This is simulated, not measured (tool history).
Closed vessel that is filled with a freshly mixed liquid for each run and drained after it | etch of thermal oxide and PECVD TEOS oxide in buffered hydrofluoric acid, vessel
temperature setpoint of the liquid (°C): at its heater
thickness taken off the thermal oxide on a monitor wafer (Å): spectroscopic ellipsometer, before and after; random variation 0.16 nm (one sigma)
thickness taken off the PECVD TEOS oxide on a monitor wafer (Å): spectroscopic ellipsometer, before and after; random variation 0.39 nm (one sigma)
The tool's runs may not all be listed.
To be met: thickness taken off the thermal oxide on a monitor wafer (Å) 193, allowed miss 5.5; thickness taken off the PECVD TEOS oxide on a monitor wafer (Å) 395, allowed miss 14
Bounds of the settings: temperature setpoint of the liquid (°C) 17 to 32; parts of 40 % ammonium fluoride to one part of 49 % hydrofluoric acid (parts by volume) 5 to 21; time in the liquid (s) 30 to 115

run	hour	temperature setpoint of the liquid (°C)	parts of 40 % ammonium fluoride to one part of 49 % hydrofluoric acid (parts by volume)	time in the liquid (s)	thickness taken off the thermal oxide on a monitor wafer (Å)	thickness taken off the PECVD TEOS oxide on a monitor wafer (Å)
1	0	24	13	60	506.97	1034.8
2	1.4	20.5	13	60	421.79	868.95
3	6.1	19.5	15	60	343.61	702.88
4	14.1	19.5	15	45	259.39	525.87
5	18.2	19	15.5	45	245.83	491.54
6	25.1	18.5	16	45	231.95	470.08
7	27.3	18	16.5	45	214.2	441.65
8	32.9	17.5	17	45	208.28	414.38

Which of these 4 next moves meets every target?
A	38.5	17	19	45	?	?
B	38.5	17	13.5	35	?	?
C	38.5	18	20	45	?	?
D	38.5	17	18.5	45	?	?

move	thickness taken off the thermal oxide on a monitor wafer (Å)	thickness taken off the PECVD TEOS oxide on a monitor wafer (Å)
A	176.4	363.46
B	192.15	395.92
C	177.52	365.77
D	181.11	373.17
A: takes the result that was furthest off past its target
B: meets every target
C: takes the result that was furthest off past its target
D: takes the result that was furthest off past its target
Answer: B
